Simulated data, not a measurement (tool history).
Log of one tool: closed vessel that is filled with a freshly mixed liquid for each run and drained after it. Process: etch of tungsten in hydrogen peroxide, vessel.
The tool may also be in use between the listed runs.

run  hour  temperature setpoint of the liquid (K)  concentration of hydrogen peroxide in the mixed liquid (% by weight)  time in the liquid (s)  thickness taken off the tungsten on a monitor wafer (nm)
  1     0                                  323.15                                                                  18.5                      95                                                    80.043
  2   6.4                                  325.15                                                                  18.5                      95                                                    91.389
  3   8.3                                  325.15                                                                  18.5                      95                                                    91.617
  4  15.4                                  326.15                                                                  18.5                      95                                                    96.521
  5  19.1                                  327.15                                                                  18.5                      95                                                    102.89
  6  20.1                                  327.65                                                                  18.5                      95                                                    107.02
  7  25.1                                  328.15                                                                  18.5                      95                                                    108.68
  8  31.8                                  328.65                                                                  18.5                      95                                                    111.62

Run 9 has not been measured yet. What should we expect?
  9  37.9                                  329.15                                                                  18.5                      95                                                         ?

thickness taken off the tungsten on a monitor wafer (nm): 115.48

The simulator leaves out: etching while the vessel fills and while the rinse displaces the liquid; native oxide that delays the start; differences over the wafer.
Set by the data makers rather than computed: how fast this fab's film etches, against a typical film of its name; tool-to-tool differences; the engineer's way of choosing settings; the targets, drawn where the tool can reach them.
